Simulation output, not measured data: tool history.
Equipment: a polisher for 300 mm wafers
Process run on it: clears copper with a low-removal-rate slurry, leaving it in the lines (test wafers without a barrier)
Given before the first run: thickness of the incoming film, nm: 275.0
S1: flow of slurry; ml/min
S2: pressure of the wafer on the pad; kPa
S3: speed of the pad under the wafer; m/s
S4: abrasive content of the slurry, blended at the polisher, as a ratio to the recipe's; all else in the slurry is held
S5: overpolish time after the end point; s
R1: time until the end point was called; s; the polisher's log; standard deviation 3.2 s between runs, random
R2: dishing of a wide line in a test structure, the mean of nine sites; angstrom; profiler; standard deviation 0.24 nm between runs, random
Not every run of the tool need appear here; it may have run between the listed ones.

| run | hour | S1 | S2 | S3 | S4 | S5 | R1 | R2 |
|---|---|---|---|---|---|---|---|---|
| 1 | 0.0 | 205 | 15.2 | 1.18 | 1.00 | 15 | 105.270 | 194.240 |
| 2 | 1.6 | 205 | 15.2 | 1.28 | 1.00 | 15 | 96.556 | 213.180 |
| 3 | 9.8 | 205 | 13.8 | 1.22 | 1.00 | 15 | 115.180 | 192.090 |
| 4 | 16.7 | 160 | 13.8 | 1.22 | 1.00 | 15 | 116.340 | 189.150 |
| 5 | 20.1 | 160 | 12.4 | 1.18 | 1.00 | 14 | 135.870 | 156.840 |
| 6 | 29.1 | 160 | 12.4 | 1.18 | 1.15 | 14 | 129.760 | 160.450 |
| 7 | 37.8 | 160 | 11.0 | 1.16 | 1.15 | 14 | 150.130 | 146.300 |
| 8 | 46.6 | 160 | 6.9 | 1.08 | 1.15 | 12 | 246.300 | 85.227 |
| 9 | 50.2 | 160 | 6.9 | 1.08 | 1.15 | 13 | 251.210 | 91.130 |
| 10 | 58.9 | 160 | 6.9 | 1.08 | 1.15 | 13 | 249.270 | 87.529 |
| 11 | 60.6 | 160 | 9.0 | 1.08 | 1.15 | 16 | 199.160 | 131.560 |

Estimate the outcome of run 12 from the log above:
| 12 | 65.1 | 160 | 8.3 | 1.08 | 1.15 | 15 | ? | ? |

{"run 12": {"R1": 208.7, "R2": 114.11}}
